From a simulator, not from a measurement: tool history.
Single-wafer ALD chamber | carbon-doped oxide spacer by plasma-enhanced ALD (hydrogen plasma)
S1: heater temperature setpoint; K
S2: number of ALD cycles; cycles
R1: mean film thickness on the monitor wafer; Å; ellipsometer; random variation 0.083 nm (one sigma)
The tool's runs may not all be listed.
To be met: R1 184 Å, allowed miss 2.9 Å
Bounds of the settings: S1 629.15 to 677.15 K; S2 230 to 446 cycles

{"run": 1, "day": 0.0, "S1": 653.15, "S2": 338, "R1": 167.11}
{"run": 2, "day": 0.342, "S1": 653.15, "S2": 348, "R1": 173.18}
{"run": 3, "day": 0.438, "S1": 646.15, "S2": 348, "R1": 172.15}
{"run": 4, "day": 0.683, "S1": 646.15, "S2": 355, "R1": 176.78}
{"run": 5, "day": 0.783, "S1": 646.15, "S2": 327, "R1": 163.12}
{"run": 6, "day": 0.862, "S1": 646.15, "S2": 290, "R1": 144.25}
{"run": 7, "day": 1.054, "S1": 646.15, "S2": 314, "R1": 156.12}
{"run": 8, "day": 1.392, "S1": 646.15, "S2": 331, "R1": 163.94}
{"run": 9, "day": 1.675, "S1": 646.15, "S2": 343, "R1": 171.25}
{"run": 10, "day": 2.071, "S1": 646.15, "S2": 350, "R1": 174.38}
{"run": 11, "day": 2.258, "S1": 646.15, "S2": 355, "R1": 176.08}

4 next moves are on the table. One of them brings every result within its allowed miss. Which?
{"run": "A", "day": 2.446, "S1": 648.15, "S2": 360, "R1": "?"}
{"run": "B", "day": 2.446, "S1": 652.15, "S2": 360, "R1": "?"}
{"run": "C", "day": 2.446, "S1": 638.15, "S2": 358, "R1": "?"}
{"run": "D", "day": 2.446, "S1": 647.15, "S2": 369, "R1": "?"}

move=A R1=178.61
move=B R1=178.61
move=C R1=177.62
move=D R1=183.07
A: nearer than the last run, and not there yet
B: nearer than the last run, and not there yet
C: nearer than the last run, and not there yet
D: meets every target
Answer: D

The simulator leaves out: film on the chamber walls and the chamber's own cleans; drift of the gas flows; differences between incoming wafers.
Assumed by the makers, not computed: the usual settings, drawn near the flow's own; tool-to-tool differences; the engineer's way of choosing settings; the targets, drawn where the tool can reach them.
